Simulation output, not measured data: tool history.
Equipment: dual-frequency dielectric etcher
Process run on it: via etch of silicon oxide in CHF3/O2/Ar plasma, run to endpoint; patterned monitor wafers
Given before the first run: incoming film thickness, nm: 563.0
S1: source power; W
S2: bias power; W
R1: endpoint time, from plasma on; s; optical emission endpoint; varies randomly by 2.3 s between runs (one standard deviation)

{"run": 1, "hour": 0.0, "S1": 520, "S2": 166, "R1": 320.13}
{"run": 2, "hour": 6.6, "S1": 520, "S2": 187, "R1": 305.98}
{"run": 3, "hour": 11.2, "S1": 480, "S2": 183, "R1": 314.7}
{"run": 4, "hour": 15.2, "S1": 450, "S2": 176, "R1": 324.97}
{"run": 5, "hour": 24.1, "S1": 420, "S2": 176, "R1": 328.01}
{"run": 6, "hour": 33.0, "S1": 400, "S2": 170, "R1": 336.79}

For run 7, what comes out?
{"run": 7, "hour": 39.6, "S1": 380, "S2": 166, "R1": "?"}

{"run 7": {"R1": 345.39}}

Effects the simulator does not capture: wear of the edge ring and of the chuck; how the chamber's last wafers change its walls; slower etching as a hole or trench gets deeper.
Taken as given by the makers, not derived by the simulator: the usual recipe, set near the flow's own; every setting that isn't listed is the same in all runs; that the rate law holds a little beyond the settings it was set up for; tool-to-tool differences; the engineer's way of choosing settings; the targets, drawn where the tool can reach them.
